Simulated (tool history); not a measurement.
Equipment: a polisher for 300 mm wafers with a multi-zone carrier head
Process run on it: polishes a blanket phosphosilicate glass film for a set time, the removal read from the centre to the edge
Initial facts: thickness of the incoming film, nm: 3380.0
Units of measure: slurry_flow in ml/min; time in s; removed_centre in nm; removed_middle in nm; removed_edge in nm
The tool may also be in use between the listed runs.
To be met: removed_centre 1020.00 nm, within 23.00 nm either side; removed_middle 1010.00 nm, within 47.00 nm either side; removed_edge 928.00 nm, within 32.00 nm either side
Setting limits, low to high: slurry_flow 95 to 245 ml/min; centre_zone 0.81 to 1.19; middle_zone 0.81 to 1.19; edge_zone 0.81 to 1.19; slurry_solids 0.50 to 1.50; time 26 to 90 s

| run | hour | slurry_flow | centre_zone | middle_zone | edge_zone | slurry_solids | time | removed_centre | removed_middle | removed_edge |
|---|---|---|---|---|---|---|---|---|---|---|
| 1 | 0.0 | 155 | 1.00 | 1.00 | 1.00 | 1.00 | 58 | 735.12 | 666.09 | 682.63 |
| 2 | 8.6 | 155 | 1.00 | 1.00 | 1.05 | 1.00 | 58 | 733.97 | 658.06 | 692.97 |
| 3 | 15.6 | 160 | 1.00 | 1.02 | 1.06 | 1.05 | 58 | 764.25 | 689.48 | 716.72 |
| 4 | 19.6 | 165 | 1.00 | 1.04 | 1.06 | 1.10 | 58 | 774.10 | 722.41 | 737.95 |
| 5 | 27.9 | 165 | 1.00 | 1.04 | 1.06 | 1.30 | 58 | 831.44 | 776.69 | 797.95 |
| 6 | 35.1 | 170 | 1.01 | 1.06 | 1.07 | 1.30 | 58 | 853.33 | 803.39 | 803.63 |
| 7 | 40.4 | 175 | 1.01 | 1.07 | 1.08 | 1.30 | 58 | 856.98 | 815.73 | 801.29 |
| 8 | 45.9 | 180 | 1.01 | 1.08 | 1.09 | 1.30 | 58 | 857.90 | 827.96 | 814.14 |
| 9 | 52.4 | 185 | 1.02 | 1.09 | 1.10 | 1.30 | 58 | 876.13 | 839.06 | 821.22 |
| 10 | 53.0 | 190 | 1.02 | 1.10 | 1.11 | 1.30 | 58 | 884.38 | 855.56 | 823.47 |
| 11 | 60.7 | 195 | 1.02 | 1.11 | 1.12 | 1.30 | 58 | 885.98 | 881.36 | 823.95 |
| 12 | 63.3 | 195 | 1.02 | 1.11 | 1.13 | 1.30 | 58 | 881.32 | 861.28 | 837.02 |
|  | 68.2 | centre zone pressure recalibrated |
| 13 | 68.2 | 200 | 1.03 | 1.12 | 1.14 | 1.30 | 58 | 807.39 | 872.40 | 829.98 |
| 14 | 76.9 | 235 | 1.04 | 1.09 | 1.04 | 1.50 | 61 | 930.29 | 946.97 | 903.48 |
| 15 | 79.8 | 230 | 1.05 | 1.10 | 1.05 | 1.50 | 61 | 947.14 | 966.58 | 904.36 |

4 next moves are on the table. One of them brings every result within its allowed miss. Which?
| A | 82.7 | 235 | 1.00 | 1.10 | 1.12 | 1.45 | 62 | ? | ? | ? |
| B | 82.7 | 235 | 0.95 | 1.12 | 1.01 | 1.25 | 65 | ? | ? | ? |
| C | 82.7 | 200 | 1.03 | 1.11 | 1.06 | 1.50 | 60 | ? | ? | ? |
| D | 82.7 | 215 | 1.11 | 1.12 | 1.03 | 1.50 | 63 | ? | ? | ? |

| move | removed_centre | removed_middle | removed_edge |
|---|---|---|---|
| A | 905.89 | 966.82 | 963.78 |
| B | 848.53 | 968.78 | 902.60 |
| C | 892.85 | 934.40 | 903.86 |
| D | 1022.60 | 998.57 | 942.82 |
A: moves away from the targets compared with the last run
B: moves away from the targets compared with the last run
C: moves away from the targets compared with the last run
D: every result lands within tolerance
The move that meets every target is D.
